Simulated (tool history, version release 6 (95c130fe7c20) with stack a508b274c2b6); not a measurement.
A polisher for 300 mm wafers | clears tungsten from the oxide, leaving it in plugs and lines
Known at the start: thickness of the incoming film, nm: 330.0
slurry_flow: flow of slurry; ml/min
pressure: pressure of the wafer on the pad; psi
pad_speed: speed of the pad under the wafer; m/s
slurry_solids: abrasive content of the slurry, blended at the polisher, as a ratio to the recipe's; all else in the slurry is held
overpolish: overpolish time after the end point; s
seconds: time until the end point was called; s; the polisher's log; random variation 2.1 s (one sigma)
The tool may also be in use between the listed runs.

run 1 hour=0.0 | slurry_flow=295 pressure=3.3 pad_speed=1.04 slurry_solids=1.0 overpolish=36 | seconds=98.011
run 2 hour=7.0 | slurry_flow=295 pressure=3.0 pad_speed=1.04 slurry_solids=1.0 overpolish=36 | seconds=108.280
run 3 hour=9.9 | slurry_flow=295 pressure=3.0 pad_speed=1.20 slurry_solids=1.0 overpolish=36 | seconds=95.225
run 4 hour=17.1 | slurry_flow=295 pressure=3.0 pad_speed=1.08 slurry_solids=1.0 overpolish=36 | seconds=103.860
run 5 hour=20.0 | slurry_flow=295 pressure=3.4 pad_speed=1.08 slurry_solids=1.0 overpolish=36 | seconds=92.578
run 6 hour=23.3 | slurry_flow=295 pressure=3.0 pad_speed=1.06 slurry_solids=1.0 overpolish=36 | seconds=104.410

Forecast run 7:
run 7 hour=28.4 | slurry_flow=295 pressure=2.7 pad_speed=1.04 slurry_solids=1.0 overpolish=36 | seconds=?

{"run 7": {"seconds": 118.25}}
